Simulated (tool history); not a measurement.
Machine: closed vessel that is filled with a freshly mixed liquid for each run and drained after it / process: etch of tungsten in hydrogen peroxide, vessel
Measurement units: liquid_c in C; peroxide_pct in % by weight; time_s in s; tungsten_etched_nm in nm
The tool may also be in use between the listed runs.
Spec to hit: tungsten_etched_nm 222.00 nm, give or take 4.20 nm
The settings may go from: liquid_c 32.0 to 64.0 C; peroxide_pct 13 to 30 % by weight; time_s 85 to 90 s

{"run": 1, "hour": 0.0, "liquid_c": 48.0, "peroxide_pct": 24, "time_s": 85, "tungsten_etched_nm": 262.2}
{"run": 2, "hour": 7.0, "liquid_c": 47.5, "peroxide_pct": 24, "time_s": 85, "tungsten_etched_nm": 257.65}
{"run": 3, "hour": 8.7, "liquid_c": 47.0, "peroxide_pct": 24, "time_s": 85, "tungsten_etched_nm": 249.48}
{"run": 4, "hour": 14.8, "liquid_c": 47.0, "peroxide_pct": 29, "time_s": 85, "tungsten_etched_nm": 274.91}
{"run": 5, "hour": 21.2, "liquid_c": 47.0, "peroxide_pct": 30, "time_s": 85, "tungsten_etched_nm": 274.65}
{"run": 6, "hour": 29.4, "liquid_c": 47.0, "peroxide_pct": 30, "time_s": 85, "tungsten_etched_nm": 272.76}
{"run": 7, "hour": 30.4, "liquid_c": 46.5, "peroxide_pct": 30, "time_s": 85, "tungsten_etched_nm": 265.47}
{"run": 8, "hour": 33.7, "liquid_c": 46.5, "peroxide_pct": 30, "time_s": 85, "tungsten_etched_nm": 265.72}
{"run": 9, "hour": 39.6, "liquid_c": 46.5, "peroxide_pct": 30, "time_s": 85, "tungsten_etched_nm": 264.76}
{"run": 10, "hour": 40.9, "liquid_c": 46.0, "peroxide_pct": 30, "time_s": 85, "tungsten_etched_nm": 255.33}

Next run, 5 choices. One meets every target within its allowed miss, the rest don't. Which?
{"run": "A", "hour": 42.2, "liquid_c": 48.0, "peroxide_pct": 29, "time_s": 85, "tungsten_etched_nm": "?"}
{"run": "B", "hour": 42.2, "liquid_c": 48.0, "peroxide_pct": 30, "time_s": 90, "tungsten_etched_nm": "?"}
{"run": "C", "hour": 42.2, "liquid_c": 45.0, "peroxide_pct": 25, "time_s": 85, "tungsten_etched_nm": "?"}
{"run": "D", "hour": 42.2, "liquid_c": 47.0, "peroxide_pct": 30, "time_s": 85, "tungsten_etched_nm": "?"}
{"run": "E", "hour": 42.2, "liquid_c": 43.0, "peroxide_pct": 30, "time_s": 85, "tungsten_etched_nm": "?"}

move=A tungsten_etched_nm=286.45
move=B tungsten_etched_nm=303.37
move=C tungsten_etched_nm=220.51
move=D tungsten_etched_nm=269.27
move=E tungsten_etched_nm=209.24
A: further off than the last run
B: further off than the last run
C: meets every target
D: further off than the last run
E: takes the biggest miss from the last run beyond its target
Move C is the one to make.
